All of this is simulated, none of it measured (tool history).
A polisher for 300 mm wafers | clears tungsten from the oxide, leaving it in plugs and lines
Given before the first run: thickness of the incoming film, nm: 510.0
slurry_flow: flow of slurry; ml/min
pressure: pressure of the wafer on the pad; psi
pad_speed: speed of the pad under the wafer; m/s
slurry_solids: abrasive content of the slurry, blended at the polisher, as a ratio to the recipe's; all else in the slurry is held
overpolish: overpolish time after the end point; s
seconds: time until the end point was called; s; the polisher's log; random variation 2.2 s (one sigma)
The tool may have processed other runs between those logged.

Run 1, hour 0.0: slurry_flow 150 ml/min, pressure 4.1 psi, pad_speed 1.24 m/s, slurry_solids 1.0, overpolish 7 s. Result: seconds 86.674 s.
Run 2, hour 3.7: slurry_flow 150 ml/min, pressure 4.7 psi, pad_speed 1.24 m/s, slurry_solids 1.0, overpolish 7 s. Result: seconds 73.081 s.
Run 3, hour 12.0: slurry_flow 150 ml/min, pressure 4.7 psi, pad_speed 1.24 m/s, slurry_solids 1.0, overpolish 7 s. Result: seconds 74.878 s.
Run 4, hour 16.7: slurry_flow 150 ml/min, pressure 4.5 psi, pad_speed 1.24 m/s, slurry_solids 1.0, overpolish 7 s. Result: seconds 77.924 s.
Run 5, hour 24.4: slurry_flow 150 ml/min, pressure 4.1 psi, pad_speed 1.24 m/s, slurry_solids 1.0, overpolish 7 s. Result: seconds 82.537 s.
Run 6, hour 28.4: slurry_flow 150 ml/min, pressure 3.9 psi, pad_speed 1.22 m/s, slurry_solids 1.0, overpolish 7 s. Result: seconds 89.802 s.

What does the tool deliver on the next run?
Run 7, hour 34.5: slurry_flow 150 ml/min, pressure 3.7 psi, pad_speed 1.22 m/s, slurry_solids 1.0, overpolish 7 s. Result: seconds ?.

{"run 7": {"seconds": 93.98}}

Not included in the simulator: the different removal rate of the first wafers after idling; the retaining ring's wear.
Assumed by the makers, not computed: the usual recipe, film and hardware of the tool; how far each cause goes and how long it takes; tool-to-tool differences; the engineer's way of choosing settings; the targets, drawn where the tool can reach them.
